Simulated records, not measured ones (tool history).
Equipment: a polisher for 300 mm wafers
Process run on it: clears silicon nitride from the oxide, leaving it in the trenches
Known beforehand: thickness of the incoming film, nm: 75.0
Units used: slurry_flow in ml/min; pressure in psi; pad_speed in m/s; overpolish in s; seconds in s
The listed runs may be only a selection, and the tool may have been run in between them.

| run | day | slurry_flow | pressure | pad_speed | overpolish | seconds |
|---|---|---|---|---|---|---|
| 1 | 0.000 | 175 | 2.8 | 1.12 | 20 | 76.142 |
| 2 | 0.025 | 175 | 2.8 | 1.30 | 20 | 70.848 |
| 3 | 0.246 | 175 | 2.8 | 1.50 | 20 | 62.232 |
| 4 | 0.467 | 175 | 2.8 | 1.76 | 20 | 54.766 |
| 5 | 0.583 | 175 | 2.8 | 1.50 | 20 | 62.409 |
| 6 | 0.938 | 175 | 3.4 | 1.50 | 20 | 52.160 |
| 7 | 1.258 | 175 | 3.2 | 1.44 | 20 | 57.306 |

What will run 8 give?
| 8 | 1.575 | 175 | 3.0 | 1.40 | 20 | ? |

seconds: 62.133 s
